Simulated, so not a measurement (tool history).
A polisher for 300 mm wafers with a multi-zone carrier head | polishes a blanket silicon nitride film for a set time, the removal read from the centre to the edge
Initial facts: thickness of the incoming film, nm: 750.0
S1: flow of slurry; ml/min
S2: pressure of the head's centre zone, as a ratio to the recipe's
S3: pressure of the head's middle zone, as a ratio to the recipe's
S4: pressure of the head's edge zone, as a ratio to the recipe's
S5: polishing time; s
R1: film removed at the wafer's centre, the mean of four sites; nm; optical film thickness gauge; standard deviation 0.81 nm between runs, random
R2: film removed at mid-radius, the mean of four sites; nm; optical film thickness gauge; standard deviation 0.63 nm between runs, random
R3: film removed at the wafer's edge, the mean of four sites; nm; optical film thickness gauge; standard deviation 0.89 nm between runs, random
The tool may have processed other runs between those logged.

run 1 hour=0.0 | S1=230 S2=1.00 S3=1.00 S4=1.00 S5=63 | R1=127.900 R2=124.490 R3=125.060
run 2 hour=4.9 | S1=230 S2=0.96 S3=1.00 S4=1.00 S5=63 | R1=121.340 R2=122.800 R3=123.730
run 3 hour=7.7 | S1=230 S2=1.02 S3=1.00 S4=1.00 S5=63 | R1=131.130 R2=123.460 R3=128.410
run 4 hour=10.1 | S1=185 S2=1.02 S3=1.00 S4=1.00 S5=63 | R1=124.490 R2=118.070 R3=123.830
run 5 hour=13.2 | S1=205 S2=1.02 S3=1.00 S4=1.00 S5=63 | R1=127.470 R2=122.750 R3=129.400
run 6 hour=16.8 | S1=205 S2=1.09 S3=1.00 S4=1.00 S5=63 | R1=138.680 R2=123.020 R3=126.520
run 7 hour=23.3 | S1=215 S2=1.08 S3=0.99 S4=0.98 S5=59 | R1=128.150 R2=115.910 R3=119.240
run 8 hour=32.3 | S1=170 S2=1.16 S3=1.00 S4=0.88 S5=41 | R1=92.215 R2=76.503 R3=75.775
run 9 hour=34.1 | S1=170 S2=1.15 S3=1.00 S4=0.87 S5=41 | R1=91.060 R2=75.919 R3=74.247

Predict the results of run 10:
run 10 hour=42.5 | S1=170 S2=1.14 S3=1.00 S4=0.86 S5=41 | R1=? R2=? R3=?

R1: 88.096 nm
R2: 76.603 nm
R3: 75.178 nm
